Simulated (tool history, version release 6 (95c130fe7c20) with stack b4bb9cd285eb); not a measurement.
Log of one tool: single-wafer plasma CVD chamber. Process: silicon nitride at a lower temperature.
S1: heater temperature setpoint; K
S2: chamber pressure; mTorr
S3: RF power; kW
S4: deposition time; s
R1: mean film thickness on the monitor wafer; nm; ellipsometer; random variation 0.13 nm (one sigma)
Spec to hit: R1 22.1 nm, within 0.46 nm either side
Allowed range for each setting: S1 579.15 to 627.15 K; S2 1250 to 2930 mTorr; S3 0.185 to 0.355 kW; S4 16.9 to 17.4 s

Run 1, day 0: S1 603.15 K, S2 2090 mTorr, S3 0.27 kW, S4 16.9 s. Result: R1 17.887 nm.
Run 2, day 0.146: S1 603.15 K, S2 2270 mTorr, S3 0.27 kW, S4 16.9 s. Result: R1 18.452 nm.
Run 3, day 0.308: S1 603.15 K, S2 2330 mTorr, S3 0.275 kW, S4 16.9 s. Result: R1 18.6 nm.
Run 4, day 0.625: S1 603.15 K, S2 2370 mTorr, S3 0.28 kW, S4 16.9 s. Result: R1 18.845 nm.
Run 5, day 0.958: S1 603.15 K, S2 2090 mTorr, S3 0.28 kW, S4 16.9 s. Result: R1 18.372 nm.
Run 6, day 1.071: S1 603.15 K, S2 2290 mTorr, S3 0.28 kW, S4 16.9 s. Result: R1 18.682 nm.
Run 7, day 1.438: S1 603.15 K, S2 2330 mTorr, S3 0.285 kW, S4 16.9 s. Result: R1 18.898 nm.
Run 8, day 1.712: S1 603.15 K, S2 2360 mTorr, S3 0.29 kW, S4 16.9 s. Result: R1 19.296 nm.
Run 9, day 1.746: S1 603.15 K, S2 2400 mTorr, S3 0.295 kW, S4 16.9 s. Result: R1 19.766 nm.
Run 10, day 2.096: S1 603.15 K, S2 2440 mTorr, S3 0.3 kW, S4 16.9 s. Result: R1 20.078 nm.
Run 11, day 2.179: S1 603.15 K, S2 2470 mTorr, S3 0.305 kW, S4 16.9 s. Result: R1 20.156 nm.
At day 2.538: RF generator calibrated.
Run 12, day 2.538: S1 603.15 K, S2 2760 mTorr, S3 0.335 kW, S4 17 s. Result: R1 23.174 nm.
Run 13, day 2.704: S1 603.15 K, S2 2730 mTorr, S3 0.335 kW, S4 17 s. Result: R1 23.098 nm.
Run 14, day 3.038: S1 603.15 K, S2 2710 mTorr, S3 0.335 kW, S4 17 s. Result: R1 22.934 nm.
Run 15, day 3.162: S1 603.15 K, S2 2690 mTorr, S3 0.335 kW, S4 17 s. Result: R1 23.035 nm.
Run 16, day 3.517: S1 603.15 K, S2 2670 mTorr, S3 0.335 kW, S4 17 s. Result: R1 22.986 nm.
Run 17, day 3.612: S1 603.15 K, S2 2650 mTorr, S3 0.335 kW, S4 17 s. Result: R1 22.994 nm.
Run 18, day 3.783: S1 603.15 K, S2 2630 mTorr, S3 0.335 kW, S4 17 s. Result: R1 23.155 nm.
Run 19, day 3.954: S1 603.15 K, S2 2630 mTorr, S3 0.33 kW, S4 17 s. Result: R1 22.712 nm.

Next run, 5 choices. One meets every target within its allowed miss, the rest don't. Which?
Run A, day 4.125: S1 622.15 K, S2 2470 mTorr, S3 0.34 kW, S4 17.4 s. Result: R1 ?.
Run B, day 4.125: S1 603.15 K, S2 2580 mTorr, S3 0.325 kW, S4 17.4 s. Result: R1 ?.
Run C, day 4.125: S1 601.15 K, S2 2630 mTorr, S3 0.35 kW, S4 17 s. Result: R1 ?.
Run D, day 4.125: S1 607.15 K, S2 2410 mTorr, S3 0.32 kW, S4 17.2 s. Result: R1 ?.
Run E, day 4.125: S1 602.15 K, S2 2610 mTorr, S3 0.345 kW, S4 17.2 s. Result: R1 ?.

move      R1
   A  23.183
   B  22.922
   C  23.523
   D  22.108
   E  23.553
A: lands further from the targets than the last run did
B: lands further from the targets than the last run did
C: lands further from the targets than the last run did
D: in spec on every target
E: lands further from the targets than the last run did
The right move is D.
